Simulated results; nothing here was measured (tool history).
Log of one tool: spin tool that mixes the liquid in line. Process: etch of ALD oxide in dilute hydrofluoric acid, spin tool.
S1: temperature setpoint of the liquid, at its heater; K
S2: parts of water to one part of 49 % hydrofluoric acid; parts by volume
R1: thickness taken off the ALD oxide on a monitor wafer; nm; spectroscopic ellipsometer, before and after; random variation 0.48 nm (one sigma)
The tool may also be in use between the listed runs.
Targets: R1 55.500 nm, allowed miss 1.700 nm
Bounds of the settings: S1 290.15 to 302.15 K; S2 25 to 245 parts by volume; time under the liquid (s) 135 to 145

{"run": 1, "hour": 0.0, "S1": 294.15, "S2": 135, "time under the liquid (s)": 135, "R1": 22.532}
{"run": 2, "hour": 8.1, "S1": 295.65, "S2": 135, "time under the liquid (s)": 135, "R1": 23.894}
{"run": 3, "hour": 12.1, "S1": 295.65, "S2": 135, "time under the liquid (s)": 135, "R1": 23.716}
{"run": 4, "hour": 20.0, "S1": 296.15, "S2": 125, "time under the liquid (s)": 135, "R1": 26.576}
{"run": 5, "hour": 23.9, "S1": 296.65, "S2": 120, "time under the liquid (s)": 135, "R1": 28.871}
{"run": 6, "hour": 29.8, "S1": 297.15, "S2": 115, "time under the liquid (s)": 135, "R1": 30.521}
{"run": 7, "hour": 38.5, "S1": 297.65, "S2": 110, "time under the liquid (s)": 135, "R1": 32.581}
{"run": 8, "hour": 45.3, "S1": 298.15, "S2": 105, "time under the liquid (s)": 135, "R1": 35.089}
{"run": 9, "hour": 47.6, "S1": 298.65, "S2": 100, "time under the liquid (s)": 135, "R1": 37.952}
{"run": 10, "hour": 56.4, "S1": 302.15, "S2": 70, "time under the liquid (s)": 135, "R1": 64.414}
{"run": 11, "hour": 63.0, "S1": 301.65, "S2": 70, "time under the liquid (s)": 135, "R1": 62.708}
{"run": 12, "hour": 67.5, "S1": 300.65, "S2": 70, "time under the liquid (s)": 135, "R1": 61.652}
{"run": 13, "hour": 70.3, "S1": 300.15, "S2": 70, "time under the liquid (s)": 135, "R1": 61.075}
{"run": 14, "hour": 79.1, "S1": 299.65, "S2": 70, "time under the liquid (s)": 135, "R1": 58.693}

4 next moves are on the table. One of them brings every result within its allowed miss. Which?
{"run": "A", "hour": 87.9, "S1": 297.15, "S2": 65, "time under the liquid (s)": 140, "R1": "?"}
{"run": "B", "hour": 87.9, "S1": 298.65, "S2": 70, "time under the liquid (s)": 145, "R1": "?"}
{"run": "C", "hour": 87.9, "S1": 298.15, "S2": 75, "time under the liquid (s)": 145, "R1": "?"}
{"run": "D", "hour": 87.9, "S1": 300.15, "S2": 80, "time under the liquid (s)": 135, "R1": "?"}

move=A R1=58.975
move=B R1=59.861
move=C R1=54.403
move=D R1=51.057
A: further off than the last run
B: further off than the last run
C: meets every target
D: takes the result that was furthest off past its target
The right move is C.

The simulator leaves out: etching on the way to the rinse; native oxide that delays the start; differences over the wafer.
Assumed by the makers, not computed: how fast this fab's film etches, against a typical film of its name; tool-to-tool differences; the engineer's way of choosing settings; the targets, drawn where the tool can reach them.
